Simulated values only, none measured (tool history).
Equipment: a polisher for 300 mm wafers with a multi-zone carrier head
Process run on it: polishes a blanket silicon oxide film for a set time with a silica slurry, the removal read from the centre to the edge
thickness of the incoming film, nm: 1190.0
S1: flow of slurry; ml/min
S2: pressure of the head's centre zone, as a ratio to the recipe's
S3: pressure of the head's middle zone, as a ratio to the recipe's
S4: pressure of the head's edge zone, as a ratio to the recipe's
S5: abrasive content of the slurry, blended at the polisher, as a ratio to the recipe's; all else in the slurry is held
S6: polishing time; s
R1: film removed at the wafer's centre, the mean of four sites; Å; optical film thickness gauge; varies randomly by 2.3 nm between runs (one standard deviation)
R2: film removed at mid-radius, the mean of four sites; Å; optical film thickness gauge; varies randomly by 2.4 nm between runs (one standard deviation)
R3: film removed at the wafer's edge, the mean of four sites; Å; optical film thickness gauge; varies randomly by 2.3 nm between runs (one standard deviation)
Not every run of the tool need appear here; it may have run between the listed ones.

Run 1, hour 0.0: S1 220 ml/min, S2 1.00, S3 1.00, S4 1.00, S5 1.00, S6 57 s. Result: R1 1548.6 Å, R2 1470.7 Å, R3 1389.6 Å.
Run 2, hour 6.2: S1 220 ml/min, S2 1.00, S3 0.98, S4 1.03, S5 1.10, S6 57 s. Result: R1 1573.7 Å, R2 1504.7 Å, R3 1516.1 Å.
Run 3, hour 8.5: S1 220 ml/min, S2 1.00, S3 0.98, S4 0.96, S5 1.10, S6 57 s. Result: R1 1555.7 Å, R2 1530.0 Å, R3 1485.5 Å.
Run 4, hour 14.3: S1 220 ml/min, S2 1.05, S3 0.98, S4 0.96, S5 1.10, S6 57 s. Result: R1 1647.8 Å, R2 1524.4 Å, R3 1472.8 Å.
Run 5, hour 22.1: S1 225 ml/min, S2 1.06, S3 0.97, S4 0.98, S5 1.20, S6 57 s. Result: R1 1721.5 Å, R2 1556.0 Å, R3 1532.1 Å.
Run 6, hour 25.3: S1 200 ml/min, S2 1.06, S3 0.97, S4 0.98, S5 1.20, S6 57 s. Result: R1 1703.7 Å, R2 1533.9 Å, R3 1497.1 Å.
Run 7, hour 29.4: S1 220 ml/min, S2 1.06, S3 0.96, S4 1.00, S5 1.25, S6 57 s. Result: R1 1771.1 Å, R2 1601.3 Å, R3 1570.4 Å.
Run 8, hour 31.3: S1 230 ml/min, S2 1.05, S3 0.94, S4 1.02, S5 1.30, S6 57 s. Result: R1 1776.3 Å, R2 1632.7 Å, R3 1617.1 Å.
Run 9, hour 40.4: S1 235 ml/min, S2 1.05, S3 0.91, S4 1.05, S5 1.35, S6 58 s. Result: R1 1867.7 Å, R2 1628.0 Å, R3 1666.6 Å.
Run 10, hour 48.5: S1 235 ml/min, S2 1.03, S3 0.90, S4 1.07, S5 1.40, S6 59 s. Result: R1 1833.3 Å, R2 1657.4 Å, R3 1780.8 Å.
Run 11, hour 49.7: S1 235 ml/min, S2 1.03, S3 0.90, S4 1.07, S5 1.40, S6 59 s. Result: R1 1890.0 Å, R2 1633.2 Å, R3 1752.8 Å.
Run 12, hour 58.5: S1 240 ml/min, S2 1.02, S3 0.91, S4 1.08, S5 1.40, S6 59 s. Result: R1 1832.1 Å, R2 1644.8 Å, R3 1739.1 Å.

Run 13 is up next; what results do you expect?
Run 13, hour 59.7: S1 240 ml/min, S2 1.02, S3 0.90, S4 1.08, S5 1.40, S6 60 s. Result: R1 ?, R2 ?, R3 ?.

R1: 1876.9 Å
R2: 1674.1 Å
R3: 1779.8 Å
